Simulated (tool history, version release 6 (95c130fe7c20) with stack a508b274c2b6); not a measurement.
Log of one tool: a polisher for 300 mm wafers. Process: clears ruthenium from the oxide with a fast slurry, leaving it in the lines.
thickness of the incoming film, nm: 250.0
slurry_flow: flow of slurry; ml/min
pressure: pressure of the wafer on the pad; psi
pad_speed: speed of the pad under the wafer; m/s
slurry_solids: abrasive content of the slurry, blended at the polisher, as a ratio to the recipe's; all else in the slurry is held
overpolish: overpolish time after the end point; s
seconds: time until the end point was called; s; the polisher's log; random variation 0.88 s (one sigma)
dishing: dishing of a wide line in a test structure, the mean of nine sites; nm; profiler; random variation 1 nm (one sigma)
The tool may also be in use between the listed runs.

run 1 hour=0.0 | slurry_flow=310 pressure=3.1 pad_speed=0.80 slurry_solids=1.00 overpolish=16 | seconds=52.966 dishing=60.041
run 2 hour=7.1 | slurry_flow=310 pressure=3.1 pad_speed=0.80 slurry_solids=0.85 overpolish=16 | seconds=59.620 dishing=55.905
run 3 hour=9.6 | slurry_flow=310 pressure=3.1 pad_speed=0.88 slurry_solids=0.85 overpolish=16 | seconds=53.835 dishing=58.552
run 4 hour=16.5 | slurry_flow=310 pressure=2.8 pad_speed=0.88 slurry_solids=0.85 overpolish=16 | seconds=59.861 dishing=54.315
run 5 hour=20.1 | slurry_flow=310 pressure=2.8 pad_speed=0.88 slurry_solids=0.85 overpolish=20 | seconds=59.006 dishing=68.266
run 6 hour=25.7 | slurry_flow=375 pressure=2.8 pad_speed=0.88 slurry_solids=0.85 overpolish=20 | seconds=56.609 dishing=65.388
run 7 hour=34.3 | slurry_flow=340 pressure=2.1 pad_speed=0.88 slurry_solids=0.85 overpolish=18 | seconds=73.954 dishing=50.357
run 8 hour=35.5 | slurry_flow=345 pressure=2.1 pad_speed=0.88 slurry_solids=0.85 overpolish=18 | seconds=73.988 dishing=49.835
run 9 hour=36.9 | slurry_flow=345 pressure=2.1 pad_speed=0.88 slurry_solids=0.85 overpolish=18 | seconds=75.292 dishing=51.442

Run 10 comes next. What will it give?
run 10 hour=45.6 | slurry_flow=345 pressure=2.4 pad_speed=0.88 slurry_solids=0.85 overpolish=17 | seconds=? dishing=?

{"run 10": {"seconds": 66.671, "dishing": 50.816}}
